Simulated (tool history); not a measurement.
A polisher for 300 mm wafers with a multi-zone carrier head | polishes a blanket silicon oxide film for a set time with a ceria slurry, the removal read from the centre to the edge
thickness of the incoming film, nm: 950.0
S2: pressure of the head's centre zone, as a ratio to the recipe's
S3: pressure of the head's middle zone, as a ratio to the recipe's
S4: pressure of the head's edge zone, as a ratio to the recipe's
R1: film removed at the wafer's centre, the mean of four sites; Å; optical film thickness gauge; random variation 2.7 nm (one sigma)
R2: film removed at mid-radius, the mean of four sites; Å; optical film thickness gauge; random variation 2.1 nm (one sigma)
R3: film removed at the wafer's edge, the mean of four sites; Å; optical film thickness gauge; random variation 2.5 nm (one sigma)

run 1 day=0.000 | flow_of_slurry_(ml/min)=270 S2=1.00 S3=1.00 S4=1.00 polishing_time_(s)=70 | R1=3693.6 R2=3783.4 R3=3669.1
run 2 day=0.238 | flow_of_slurry_(ml/min)=270 S2=1.00 S3=1.04 S4=1.00 polishing_time_(s)=70 | R1=3698.9 R2=3936.5 R3=3575.8
run 3 day=0.292 | flow_of_slurry_(ml/min)=265 S2=0.99 S3=0.99 S4=0.97 polishing_time_(s)=61 | R1=3187.2 R2=3249.2 R3=3136.3
run 4 day=0.383 | flow_of_slurry_(ml/min)=295 S2=0.99 S3=0.99 S4=0.97 polishing_time_(s)=61 | R1=3250.0 R2=3298.4 R3=3142.7
run 5 day=0.629 | flow_of_slurry_(ml/min)=295 S2=0.97 S3=0.94 S4=0.95 polishing_time_(s)=56 | R1=2891.5 R2=2844.1 R3=2932.3
run 6 day=0.938 | flow_of_slurry_(ml/min)=295 S2=0.96 S3=0.92 S4=0.92 polishing_time_(s)=53 | R1=2741.7 R2=2710.3 R3=2681.7

Forecast run 7:
run 7 day=1.300 | flow_of_slurry_(ml/min)=290 S2=0.94 S3=0.88 S4=0.91 polishing_time_(s)=52 | R1=? R2=? R3=?

{"run 7": {"R1": 2613.4, "R2": 2532.5, "R3": 2649.5}}
